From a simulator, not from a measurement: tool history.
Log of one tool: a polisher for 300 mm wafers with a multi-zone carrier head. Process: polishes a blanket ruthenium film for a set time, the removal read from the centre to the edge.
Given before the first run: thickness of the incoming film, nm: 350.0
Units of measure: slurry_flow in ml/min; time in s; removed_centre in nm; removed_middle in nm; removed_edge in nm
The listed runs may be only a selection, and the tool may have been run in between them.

Run 1, hour 0: slurry_flow 185 ml/min, centre_zone 1, middle_zone 1, edge_zone 1, time 54 s. Result: removed_centre 59.645 nm, removed_middle 60.49 nm, removed_edge 56.164 nm.
Run 2, hour 8.8: slurry_flow 180 ml/min, centre_zone 0.99, middle_zone 0.98, edge_zone 0.98, time 51 s. Result: removed_centre 56.423 nm, removed_middle 56.288 nm, removed_edge 52.194 nm.
Run 3, hour 10.3: slurry_flow 180 ml/min, centre_zone 0.99, middle_zone 0.98, edge_zone 0.98, time 59 s. Result: removed_centre 65.024 nm, removed_middle 64.568 nm, removed_edge 60.852 nm.
Run 4, hour 11.6: slurry_flow 135 ml/min, centre_zone 0.99, middle_zone 0.98, edge_zone 0.98, time 59 s. Result: removed_centre 61.386 nm, removed_middle 62.049 nm, removed_edge 58.989 nm.
Run 5, hour 14.8: slurry_flow 135 ml/min, centre_zone 0.98, middle_zone 0.96, edge_zone 0.96, time 56 s. Result: removed_centre 58.24 nm, removed_middle 57.851 nm, removed_edge 54.518 nm.
Run 6, hour 19.7: slurry_flow 135 ml/min, centre_zone 1.06, middle_zone 0.96, edge_zone 0.96, time 56 s. Result: removed_centre 61.825 nm, removed_middle 57.766 nm, removed_edge 55.178 nm.
Run 7, hour 22.4: slurry_flow 135 ml/min, centre_zone 1.03, middle_zone 0.94, edge_zone 0.94, time 54 s. Result: removed_centre 58.449 nm, removed_middle 55.158 nm, removed_edge 52.843 nm.
Run 8, hour 24.8: slurry_flow 135 ml/min, centre_zone 1.03, middle_zone 0.94, edge_zone 0.94, time 54 s. Result: removed_centre 58.215 nm, removed_middle 54.473 nm, removed_edge 52.671 nm.

Run 9, settings as shown, results not yet in. Your forecast:
Run 9, hour 33.2: slurry_flow 135 ml/min, centre_zone 1.02, middle_zone 0.93, edge_zone 0.92, time 52 s. Result: removed_centre ?, removed_middle ?, removed_edge ?.

removed_centre: 56.313 nm
removed_middle: 52.415 nm
removed_edge: 50.332 nm
